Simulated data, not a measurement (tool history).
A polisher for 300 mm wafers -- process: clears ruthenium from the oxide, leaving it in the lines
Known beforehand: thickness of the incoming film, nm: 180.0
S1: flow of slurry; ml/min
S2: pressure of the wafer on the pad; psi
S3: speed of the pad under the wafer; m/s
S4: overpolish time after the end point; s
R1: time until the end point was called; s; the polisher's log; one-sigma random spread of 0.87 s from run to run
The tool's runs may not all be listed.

Run 1, day 0: S1 220 ml/min, S2 2.6 psi, S3 1.18 m/s, S4 48 s. Result: R1 129.8 s.
Run 2, day 0.362: S1 220 ml/min, S2 3 psi, S3 1.2 m/s, S4 48 s. Result: R1 107.95 s.
Run 3, day 0.483: S1 220 ml/min, S2 3.3 psi, S3 1.2 m/s, S4 48 s. Result: R1 97.614 s.
Run 4, day 0.625: S1 220 ml/min, S2 3.3 psi, S3 1.2 m/s, S4 51 s. Result: R1 100.38 s.
Run 5, day 0.688: S1 240 ml/min, S2 3.3 psi, S3 1.2 m/s, S4 51 s. Result: R1 100.16 s.
Run 6, day 0.746: S1 240 ml/min, S2 3.3 psi, S3 1.2 m/s, S4 51 s. Result: R1 96.646 s.

Expected results for the next run?
Run 7, day 1.012: S1 250 ml/min, S2 3.5 psi, S3 1.2 m/s, S4 51 s. Result: R1 ?.

R1: 95.023 s

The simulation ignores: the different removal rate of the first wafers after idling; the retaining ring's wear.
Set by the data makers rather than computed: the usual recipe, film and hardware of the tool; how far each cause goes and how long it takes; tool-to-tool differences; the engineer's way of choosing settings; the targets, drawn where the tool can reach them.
